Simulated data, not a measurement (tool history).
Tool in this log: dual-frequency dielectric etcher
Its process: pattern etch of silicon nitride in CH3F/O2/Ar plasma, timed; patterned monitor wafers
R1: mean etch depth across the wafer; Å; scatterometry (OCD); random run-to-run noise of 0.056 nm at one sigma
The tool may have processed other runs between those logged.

{"run": 1, "hour": 0.0, "source power (W)": 450, "bias power (W)": 55, "etch time (s)": 33.5, "R1": 238.58}
{"run": 2, "hour": 7.5, "source power (W)": 450, "bias power (W)": 64, "etch time (s)": 33.5, "R1": 250.74}
{"run": 3, "hour": 13.0, "source power (W)": 480, "bias power (W)": 64, "etch time (s)": 33.5, "R1": 260.81}
{"run": 4, "hour": 18.7, "source power (W)": 480, "bias power (W)": 64, "etch time (s)": 33.5, "R1": 259.84}
{"run": 5, "hour": 24.8, "source power (W)": 440, "bias power (W)": 63, "etch time (s)": 33.5, "R1": 246.32}
{"run": 6, "hour": 25.6, "source power (W)": 440, "bias power (W)": 55, "etch time (s)": 33.5, "R1": 236.09}
{"run": 7, "hour": 26.5, "source power (W)": 420, "bias power (W)": 54, "etch time (s)": 33.5, "R1": 228.24}

For run 8, what comes out?
{"hour": 30.4, "done": "wet clean of the chamber"}
{"run": 8, "hour": 30.4, "source power (W)": 410, "bias power (W)": 54, "etch time (s)": 33.5, "R1": "?"}

{"run 8": {"R1": 230.87}}
